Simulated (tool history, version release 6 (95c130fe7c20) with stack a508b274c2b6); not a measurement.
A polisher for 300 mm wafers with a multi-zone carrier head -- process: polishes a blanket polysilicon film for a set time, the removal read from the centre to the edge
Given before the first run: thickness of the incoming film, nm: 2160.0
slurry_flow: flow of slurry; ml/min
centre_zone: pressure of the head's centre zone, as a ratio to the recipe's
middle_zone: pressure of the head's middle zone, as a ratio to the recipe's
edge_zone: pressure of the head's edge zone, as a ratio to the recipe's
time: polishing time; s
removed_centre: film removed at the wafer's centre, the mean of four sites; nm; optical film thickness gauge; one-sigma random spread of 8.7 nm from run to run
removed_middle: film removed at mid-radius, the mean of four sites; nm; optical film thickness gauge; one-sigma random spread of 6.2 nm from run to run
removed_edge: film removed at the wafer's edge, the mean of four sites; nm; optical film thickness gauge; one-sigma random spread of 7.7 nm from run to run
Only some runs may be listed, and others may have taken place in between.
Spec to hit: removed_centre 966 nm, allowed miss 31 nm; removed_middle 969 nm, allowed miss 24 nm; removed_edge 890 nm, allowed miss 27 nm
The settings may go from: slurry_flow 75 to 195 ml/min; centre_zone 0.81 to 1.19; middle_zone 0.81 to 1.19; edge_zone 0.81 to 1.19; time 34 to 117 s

Run 1, hour 0: slurry_flow 125 ml/min, centre_zone 1, middle_zone 1, edge_zone 1, time 75 s. Result: removed_centre 671.43 nm, removed_middle 674.71 nm, removed_edge 678.28 nm.
Run 2, hour 2.8: slurry_flow 140 ml/min, centre_zone 1.03, middle_zone 1.04, edge_zone 1.04, time 78 s. Result: removed_centre 733.91 nm, removed_middle 736.75 nm, removed_edge 741.1 nm.
Run 3, hour 8.1: slurry_flow 150 ml/min, centre_zone 1.06, middle_zone 1.08, edge_zone 1.04, time 80 s. Result: removed_centre 819.48 nm, removed_middle 784.78 nm, removed_edge 749.18 nm.
Run 4, hour 9.2: slurry_flow 160 ml/min, centre_zone 1.06, middle_zone 1.11, edge_zone 1.07, time 82 s. Result: removed_centre 839.61 nm, removed_middle 845.91 nm, removed_edge 794.57 nm.
Run 5, hour 16.7: slurry_flow 160 ml/min, centre_zone 1.06, middle_zone 1.18, edge_zone 1.07, time 82 s. Result: removed_centre 843.7 nm, removed_middle 880.48 nm, removed_edge 787.21 nm.
Run 6, hour 22.3: slurry_flow 160 ml/min, centre_zone 1.06, middle_zone 1.18, edge_zone 1.01, time 82 s. Result: removed_centre 833.71 nm, removed_middle 888.91 nm, removed_edge 774.78 nm.
Run 7, hour 27.5: slurry_flow 165 ml/min, centre_zone 1.06, middle_zone 1.17, edge_zone 1.04, time 83 s. Result: removed_centre 845 nm, removed_middle 891.11 nm, removed_edge 792.77 nm.
Run 8, hour 35: slurry_flow 170 ml/min, centre_zone 1.07, middle_zone 1.17, edge_zone 1.07, time 84 s. Result: removed_centre 875.3 nm, removed_middle 914.32 nm, removed_edge 826.45 nm.

5 next moves are on the table. One of them brings every result within its allowed miss. Which?
Run A, hour 42.5: slurry_flow 155 ml/min, centre_zone 1.19, middle_zone 1.09, edge_zone 1.07, time 86 s. Result: removed_centre ?, removed_middle ?, removed_edge ?.
Run B, hour 42.5: slurry_flow 175 ml/min, centre_zone 0.89, middle_zone 1.11, edge_zone 1.09, time 91 s. Result: removed_centre ?, removed_middle ?, removed_edge ?.
Run C, hour 42.5: slurry_flow 180 ml/min, centre_zone 0.95, middle_zone 1.06, edge_zone 1.1, time 86 s. Result: removed_centre ?, removed_middle ?, removed_edge ?.
Run D, hour 42.5: slurry_flow 195 ml/min, centre_zone 0.93, middle_zone 1.17, edge_zone 1.08, time 83 s. Result: removed_centre ?, removed_middle ?, removed_edge ?.
Run E, hour 42.5: slurry_flow 185 ml/min, centre_zone 1.07, middle_zone 1.12, edge_zone 1.04, time 91 s. Result: removed_centre ?, removed_middle ?, removed_edge ?.

move  removed_centre  removed_middle  removed_edge
   A          969.95          857.78        832.34
   B           785.5          944.09        903.31
   C          796.78          861.55        861.21
   D          764.07          916.71        830.11
   E          955.65          959.37        888.34
A: brings the result that was furthest off to its target, and leaves another outside
B: lands further from the targets than the last run did
C: lands further from the targets than the last run did
D: lands further from the targets than the last run did
E: all results land within tolerance of their targets
E is the move that brings every result within its allowed miss.

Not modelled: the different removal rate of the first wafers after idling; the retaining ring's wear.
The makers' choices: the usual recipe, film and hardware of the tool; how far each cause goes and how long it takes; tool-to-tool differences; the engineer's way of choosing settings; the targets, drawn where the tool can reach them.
